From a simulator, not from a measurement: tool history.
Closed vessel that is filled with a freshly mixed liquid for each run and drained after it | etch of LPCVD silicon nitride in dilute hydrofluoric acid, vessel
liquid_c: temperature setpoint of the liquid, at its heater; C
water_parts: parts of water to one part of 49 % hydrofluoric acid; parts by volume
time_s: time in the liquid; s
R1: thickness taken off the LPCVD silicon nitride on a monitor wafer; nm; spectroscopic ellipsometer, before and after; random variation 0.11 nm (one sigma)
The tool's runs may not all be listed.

{"run": 1, "hour": 0.0, "liquid_c": 25, "water_parts": 280, "time_s": 2995, "R1": 5.6598}
{"run": 2, "hour": 8.2, "liquid_c": 28.5, "water_parts": 280, "time_s": 2995, "R1": 7.1985}
{"run": 3, "hour": 15.1, "liquid_c": 29.5, "water_parts": 280, "time_s": 2995, "R1": 7.5073}
{"run": 4, "hour": 18.6, "liquid_c": 27.5, "water_parts": 280, "time_s": 2995, "R1": 6.6598}
{"run": 5, "hour": 23.7, "liquid_c": 27.5, "water_parts": 280, "time_s": 2995, "R1": 6.6363}
{"run": 6, "hour": 32.6, "liquid_c": 29, "water_parts": 280, "time_s": 2995, "R1": 7.2552}
{"run": 7, "hour": 37.4, "liquid_c": 30, "water_parts": 280, "time_s": 2995, "R1": 7.6719}

Forecast run 8:
{"run": 8, "hour": 42.9, "liquid_c": 31, "water_parts": 280, "time_s": 2995, "R1": "?"}

{"run 8": {"R1": 8.2258}}
